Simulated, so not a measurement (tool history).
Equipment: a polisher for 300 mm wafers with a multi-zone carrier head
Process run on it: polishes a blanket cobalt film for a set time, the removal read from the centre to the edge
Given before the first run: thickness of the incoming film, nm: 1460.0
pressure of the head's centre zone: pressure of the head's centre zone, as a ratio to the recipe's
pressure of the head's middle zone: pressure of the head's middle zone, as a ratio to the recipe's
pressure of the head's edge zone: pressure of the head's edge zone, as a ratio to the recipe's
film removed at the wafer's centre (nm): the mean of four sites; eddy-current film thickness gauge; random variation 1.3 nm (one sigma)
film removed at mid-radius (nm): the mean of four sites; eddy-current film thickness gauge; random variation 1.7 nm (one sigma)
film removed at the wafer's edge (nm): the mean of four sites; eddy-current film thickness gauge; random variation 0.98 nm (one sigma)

run    day  flow of slurry (ml/min)  pressure of the head's centre zone  pressure of the head's middle zone  pressure of the head's edge zone  polishing time (s)  film removed at the wafer's centre (nm)  film removed at mid-radius (nm)  film removed at the wafer's edge (nm)
  1  0.000                      250                                1.00                                1.00                              1.00                  78                                   197.32                           193.91                                 193.16
  2  0.167                      250                                1.00                                1.00                              1.00                  64                                   159.03                           163.15                                 157.69
  3  0.417                      250                                1.02                                1.01                              0.95                  61                                   154.92                           154.84                                 145.03
  4  0.675                      245                                1.03                                1.03                              0.91                  60                                   156.48                           153.83                                 142.07
  5  0.992                      245                                1.03                                1.03                              0.83                  60                                   154.49                           154.91                                 135.54
  6  1.158                      245                                1.04                                1.05                              0.82                  58                                   152.72                           151.22                                 130.36

Estimate the outcome of run 7 from the log above:
  7  1.254                      240                                1.04                                1.06                              0.82                  57                                        ?                                ?                                      ?

{"run 7": {"film removed at the wafer's centre (nm)": 146.58, "film removed at mid-radius (nm)": 149.38, "film removed at the wafer's edge (nm)": 127.42}}

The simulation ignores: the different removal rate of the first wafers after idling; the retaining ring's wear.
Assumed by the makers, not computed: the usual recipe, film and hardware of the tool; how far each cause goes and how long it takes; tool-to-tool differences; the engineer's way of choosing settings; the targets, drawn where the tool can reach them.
